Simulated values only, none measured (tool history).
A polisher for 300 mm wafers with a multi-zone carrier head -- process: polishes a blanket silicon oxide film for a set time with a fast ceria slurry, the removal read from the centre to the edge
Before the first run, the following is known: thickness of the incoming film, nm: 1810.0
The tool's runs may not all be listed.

| run | hour | flow of slurry (ml/min) | pressure of the head's centre zone | pressure of the head's middle zone | pressure of the head's edge zone | polishing time (s) | film removed at the wafer's centre (nm) | film removed at mid-radius (nm) | film removed at the wafer's edge (nm) |
|---|---|---|---|---|---|---|---|---|---|
| 1 | 0 | 180 | 1 | 1 | 1 | 40 | 582.74 | 588.14 | 585.29 |
| 2 | 7.6 | 180 | 1 | 1 | 1.07 | 40 | 575.65 | 578.62 | 597.95 |
| 3 | 16.5 | 180 | 1 | 0.99 | 1.04 | 39 | 566.59 | 572.72 | 573.22 |
| 4 | 19.4 | 180 | 0.96 | 0.99 | 1.04 | 39 | 545.26 | 563.28 | 575.8 |
| 5 | 26.9 | 180 | 0.96 | 0.98 | 1.01 | 38 | 524.54 | 539.37 | 561.22 |
| 6 | 33.6 | 215 | 0.96 | 0.98 | 1.01 | 38 | 553.25 | 558.37 | 554.25 |
| 7 | 36.4 | 215 | 0.96 | 0.98 | 1.01 | 38 | 551.74 | 554.78 | 565.95 |
| 8 | 39.1 | 215 | 0.96 | 0.98 | 0.99 | 37 | 529.17 | 542.65 | 553.22 |

For run 9, what comes out?
| 9 | 40.7 | 175 | 1.06 | 0.96 | 0.89 | 28 | ? | ? | ? |

{"run 9": {"film removed at the wafer's centre (nm)": 428.9, "film removed at mid-radius (nm)": 392.96, "film removed at the wafer's edge (nm)": 379.43}}
